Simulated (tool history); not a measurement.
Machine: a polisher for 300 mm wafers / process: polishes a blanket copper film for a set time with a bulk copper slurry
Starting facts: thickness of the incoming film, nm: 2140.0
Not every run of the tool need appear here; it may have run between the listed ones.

| run | hour | flow of slurry (ml/min) | pressure of the wafer on the pad (psi) | speed of the pad under the wafer (cm/s) | abrasive content of the slurry | polishing time (s) | film removed (angstrom) |
|---|---|---|---|---|---|---|---|
| 1 | 0 | 230 | 1.8 | 104 | 1 | 69 | 3866 |
| 2 | 3.4 | 230 | 2.1 | 104 | 1 | 69 | 4362.7 |
| 3 | 11.4 | 230 | 2.1 | 80 | 1 | 69 | 3413.6 |
| 4 | 15.6 | 230 | 2.1 | 80 | 0.8 | 69 | 3193.7 |
| 5 | 21.2 | 230 | 2.2 | 84 | 0.8 | 69 | 3498.4 |
| 6 | 26 | 230 | 2.3 | 88 | 0.8 | 69 | 3725.7 |
| 7 | 31.3 | 230 | 2.4 | 92 | 0.8 | 69 | 4028.9 |
| 8 | 37.4 | 230 | 2.5 | 96 | 0.8 | 69 | 4362.2 |
| 9 | 41.4 | 230 | 2.5 | 98 | 0.8 | 69 | 4458.5 |
| 10 | 47 | 230 | 2.5 | 100 | 0.8 | 69 | 4567.1 |
| 11 | 55.2 | 230 | 2.5 | 102 | 0.8 | 69 | 4619.9 |
| 12 | 59.5 | 230 | 2.5 | 104 | 0.8 | 69 | 4650.9 |
| 13 | 65.3 | 230 | 2.5 | 106 | 0.8 | 69 | 4782.4 |
| 14 | 70.6 | 230 | 2.5 | 108 | 0.8 | 69 | 4866.4 |

The next listed run, before its measurement:
| 15 | 71.1 | 230 | 2.5 | 110 | 0.8 | 69 | ? |

{"run 15": {"film removed (angstrom)": 4966.6}}
